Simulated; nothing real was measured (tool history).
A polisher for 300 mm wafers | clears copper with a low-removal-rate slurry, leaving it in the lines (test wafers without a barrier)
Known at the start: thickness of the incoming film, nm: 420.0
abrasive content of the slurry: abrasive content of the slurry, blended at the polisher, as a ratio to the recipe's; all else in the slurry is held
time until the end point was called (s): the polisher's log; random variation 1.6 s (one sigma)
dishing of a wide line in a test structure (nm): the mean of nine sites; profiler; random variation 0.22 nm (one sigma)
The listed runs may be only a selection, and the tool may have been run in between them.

| run | hour | flow of slurry (ml/min) | pressure of the wafer on the pad (kPa) | speed of the pad under the wafer (cm/s) | abrasive content of the slurry | overpolish time after the end point (s) | time until the end point was called (s) | dishing of a wide line in a test structure (nm) |
|---|---|---|---|---|---|---|---|---|
| 1 | 0.0 | 190 | 29.0 | 140 | 1.00 | 8 | 65.001 | 32.964 |
| 2 | 3.9 | 190 | 29.0 | 140 | 0.85 | 8 | 67.421 | 32.723 |
| 3 | 5.6 | 190 | 29.0 | 118 | 0.85 | 8 | 79.576 | 28.441 |
| 4 | 6.7 | 190 | 33.1 | 118 | 0.85 | 8 | 69.500 | 31.871 |
| 5 | 13.0 | 190 | 33.1 | 118 | 0.85 | 9 | 71.931 | 36.283 |
| 6 | 16.9 | 190 | 31.0 | 114 | 0.85 | 9 | 76.534 | 31.834 |
| 7 | 21.3 | 165 | 22.8 | 76 | 0.80 | 10 | 157.090 | 19.484 |

For run 8, what comes out?
| 8 | 28.6 | 155 | 21.4 | 76 | 0.80 | 8 | ? | ? |

{"run 8": {"time until the end point was called (s)": 170.96, "dishing of a wide line in a test structure (nm)": 15.086}}
